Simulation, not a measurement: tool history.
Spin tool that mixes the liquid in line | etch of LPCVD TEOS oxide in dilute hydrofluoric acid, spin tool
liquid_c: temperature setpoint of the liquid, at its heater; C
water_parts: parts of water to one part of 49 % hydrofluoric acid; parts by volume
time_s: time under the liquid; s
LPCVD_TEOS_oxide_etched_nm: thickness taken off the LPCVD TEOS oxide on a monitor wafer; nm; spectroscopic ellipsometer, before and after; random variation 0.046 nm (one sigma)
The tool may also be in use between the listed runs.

| run | day | liquid_c | water_parts | time_s | LPCVD_TEOS_oxide_etched_nm |
|---|---|---|---|---|---|
| 1 | 0.000 | 22.0 | 110 | 15 | 7.2246 |
| 2 | 0.062 | 24.5 | 95 | 15 | 9.3953 |
| 3 | 0.100 | 26.0 | 90 | 15 | 10.5760 |
| 4 | 0.392 | 24.5 | 90 | 15 | 9.9603 |
| 5 | 0.458 | 26.0 | 85 | 15 | 11.3000 |
| 6 | 0.629 | 26.0 | 115 | 15 | 7.9825 |

Run 7 comes next. What will it give?
| 7 | 0.988 | 27.0 | 100 | 15 | ? |

{"run 7": {"LPCVD_TEOS_oxide_etched_nm": 9.7612}}

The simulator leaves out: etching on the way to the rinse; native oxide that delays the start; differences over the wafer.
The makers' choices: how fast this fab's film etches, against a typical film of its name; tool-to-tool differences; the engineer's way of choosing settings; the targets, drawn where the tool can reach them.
